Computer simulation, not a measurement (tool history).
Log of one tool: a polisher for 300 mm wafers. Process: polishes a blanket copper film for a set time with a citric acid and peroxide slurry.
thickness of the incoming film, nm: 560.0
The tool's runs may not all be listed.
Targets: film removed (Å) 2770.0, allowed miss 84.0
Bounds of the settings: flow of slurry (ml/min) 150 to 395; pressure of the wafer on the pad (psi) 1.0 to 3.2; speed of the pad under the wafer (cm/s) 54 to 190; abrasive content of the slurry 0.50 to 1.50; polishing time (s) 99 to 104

| run | hour | flow of slurry (ml/min) | pressure of the wafer on the pad (psi) | speed of the pad under the wafer (cm/s) | abrasive content of the slurry | polishing time (s) | film removed (Å) |
|---|---|---|---|---|---|---|---|
| 1 | 0.0 | 250 | 2.1 | 122 | 1.00 | 99 | 2051.3 |
| 2 | 1.2 | 250 | 2.2 | 122 | 1.00 | 99 | 2149.6 |
| 3 | 9.6 | 250 | 2.2 | 122 | 0.90 | 99 | 2109.1 |
| 4 | 13.7 | 250 | 2.2 | 122 | 0.75 | 99 | 2047.9 |
| 5 | 17.9 | 250 | 2.3 | 122 | 0.75 | 99 | 2141.5 |
| 6 | 24.9 | 250 | 2.4 | 122 | 0.75 | 99 | 2207.1 |
| 7 | 30.9 | 250 | 2.5 | 122 | 0.75 | 99 | 2301.7 |
| 8 | 39.4 | 250 | 2.6 | 122 | 0.75 | 99 | 2391.5 |
| 9 | 45.8 | 250 | 2.6 | 122 | 0.75 | 99 | 2430.1 |

5 next moves are on the table. One of them brings every result within its allowed miss. Which?
| A | 52.2 | 275 | 2.2 | 130 | 0.65 | 99 | ? |
| B | 52.2 | 255 | 2.0 | 176 | 0.65 | 104 | ? |
| C | 52.2 | 215 | 2.1 | 126 | 0.75 | 102 | ? |
| D | 52.2 | 315 | 2.5 | 116 | 0.50 | 104 | ? |
| E | 52.2 | 205 | 2.6 | 130 | 0.85 | 99 | ? |

| move | film removed (Å) |
|---|---|
| A | 2171.7 |
| B | 2783.8 |
| C | 2087.7 |
| D | 2229.2 |
| E | 2608.1 |
A: further off than the last run
B: meets every target
C: further off than the last run
D: further off than the last run
E: nearer than the last run, and not there yet
Answer: B
